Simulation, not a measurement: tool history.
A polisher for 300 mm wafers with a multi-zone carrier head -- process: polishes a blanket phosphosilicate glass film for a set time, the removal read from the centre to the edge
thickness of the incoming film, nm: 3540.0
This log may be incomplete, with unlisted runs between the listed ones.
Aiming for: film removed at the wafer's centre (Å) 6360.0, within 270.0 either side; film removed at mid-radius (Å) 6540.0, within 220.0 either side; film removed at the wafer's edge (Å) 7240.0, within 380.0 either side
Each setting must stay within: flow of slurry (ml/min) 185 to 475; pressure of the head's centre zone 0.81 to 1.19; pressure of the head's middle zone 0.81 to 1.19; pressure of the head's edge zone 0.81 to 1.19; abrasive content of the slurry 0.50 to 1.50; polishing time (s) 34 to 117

run,hour,flow of slurry (ml/min),pressure of the head's centre zone,pressure of the head's middle zone,pressure of the head's edge zone,abrasive content of the slurry,polishing time (s),film removed at the wafer's centre (Å),film removed at mid-radius (Å),film removed at the wafer's edge (Å)
1,0.0,305,1.00,1.00,1.00,1.00,75,7450.1,7406.9,7306.8
2,4.8,300,0.98,0.99,1.01,1.00,75,7546.6,7466.7,7284.7
3,10.2,315,0.96,0.98,1.03,0.95,75,7192.9,7078.8,7305.2
4,16.5,250,0.96,0.98,1.03,0.95,75,6998.0,6832.1,7063.9
5,23.1,250,1.01,0.98,1.03,0.95,75,7301.7,6835.9,6897.7
6,30.4,245,0.99,0.98,1.03,0.95,75,6962.4,6906.2,7118.3
7,31.1,240,0.98,0.98,1.03,0.95,75,7070.3,6894.8,6959.3
8,39.7,240,0.96,0.97,1.04,0.95,75,6923.8,6780.7,7125.1
9,45.9,235,0.95,0.97,1.04,0.95,75,6978.0,6778.5,6939.6
# hour 46.5: edge zone pressure recalibrated
10,46.5,240,0.93,0.97,1.06,0.95,75,6840.5,6847.0,7596.4
11,47.6,235,0.92,0.97,1.06,0.95,75,6825.4,6846.5,7783.0
12,52.9,235,0.92,0.97,1.06,0.95,75,6656.6,6842.6,7226.3
13,61.9,230,0.92,0.97,1.06,0.95,75,6693.1,6832.3,7712.3
14,69.7,230,0.92,0.97,1.06,0.95,75,6554.8,6771.6,7502.3
15,75.8,225,0.92,0.97,1.06,0.95,75,6608.4,6804.1,7374.2

Pick the move, out of 4, that brings all results within their allowed miss; only one does.
A,81.9,185,0.88,0.94,1.02,1.15,69,?,?,?
B,81.9,215,1.01,0.94,0.92,0.90,78,?,?,?
C,81.9,245,0.90,0.89,1.08,0.95,72,?,?,?
D,81.9,185,0.91,1.07,0.97,1.00,74,?,?,?

move,film removed at the wafer's centre (Å),film removed at mid-radius (Å),film removed at the wafer's edge (Å)
A,6333.9,6651.8,7477.7
B,7027.4,6653.5,7074.3
C,6318.4,6259.9,7429.1
D,6428.1,7208.9,7215.6
A: in spec on every target
B: brings the result that was furthest off to its target, and leaves another outside
C: takes the result that was furthest off past its target
D: moves away from the targets compared with the last run
Move A is the one to make.

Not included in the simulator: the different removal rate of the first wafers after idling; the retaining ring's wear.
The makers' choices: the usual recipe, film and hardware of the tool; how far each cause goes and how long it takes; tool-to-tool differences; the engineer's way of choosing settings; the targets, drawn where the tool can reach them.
